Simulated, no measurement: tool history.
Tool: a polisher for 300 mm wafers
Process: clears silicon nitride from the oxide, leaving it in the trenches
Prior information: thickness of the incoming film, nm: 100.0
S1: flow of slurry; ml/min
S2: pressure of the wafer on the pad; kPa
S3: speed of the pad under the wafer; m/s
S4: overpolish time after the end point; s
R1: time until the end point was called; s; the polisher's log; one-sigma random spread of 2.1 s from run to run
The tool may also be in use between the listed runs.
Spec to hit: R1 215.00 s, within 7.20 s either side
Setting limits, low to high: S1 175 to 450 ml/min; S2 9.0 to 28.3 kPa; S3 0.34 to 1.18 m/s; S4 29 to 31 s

| run | hour | S1 | S2 | S3 | S4 | R1 |
|---|---|---|---|---|---|---|
| 1 | 0.0 | 290 | 18.6 | 0.76 | 29 | 123.00 |
| 2 | 3.1 | 290 | 16.5 | 0.76 | 29 | 135.73 |
| 3 | 9.8 | 290 | 16.5 | 0.76 | 29 | 137.21 |
| 4 | 11.5 | 290 | 19.3 | 0.76 | 29 | 118.65 |
| 5 | 14.2 | 290 | 19.3 | 0.76 | 31 | 120.09 |
| 6 | 21.2 | 330 | 19.3 | 0.76 | 31 | 116.26 |
| 7 | 26.6 | 320 | 17.2 | 0.74 | 31 | 133.72 |
| 8 | 34.9 | 315 | 15.2 | 0.74 | 31 | 152.21 |
| 9 | 36.4 | 315 | 13.8 | 0.74 | 31 | 163.74 |
| 10 | 42.7 | 315 | 12.4 | 0.74 | 31 | 176.15 |
| 11 | 50.3 | 315 | 11.7 | 0.74 | 31 | 188.79 |
| 12 | 53.8 | 315 | 11.0 | 0.74 | 31 | 196.98 |
| 13 | 57.3 | 315 | 9.0 | 0.74 | 31 | 230.20 |
| 14 | 59.2 | 315 | 9.0 | 0.74 | 31 | 231.98 |
| 15 | 67.0 | 325 | 9.0 | 0.74 | 31 | 228.91 |

Exactly one of the 4 candidate moves below puts every result within its allowed miss. Which one?
| A | 74.8 | 320 | 9.0 | 0.74 | 31 | ? |
| B | 74.8 | 285 | 12.4 | 0.62 | 29 | ? |
| C | 74.8 | 305 | 9.7 | 0.80 | 30 | ? |
| D | 74.8 | 345 | 10.3 | 0.78 | 30 | ? |

| move | R1 |
|---|---|
| A | 228.71 |
| B | 209.93 |
| C | 200.65 |
| D | 192.42 |
A: no nearer and no further than the last run
B: every result lands within tolerance
C: takes the result that was furthest off past its target
D: takes the result that was furthest off past its target
So the answer is move B, the one that meets all the targets.
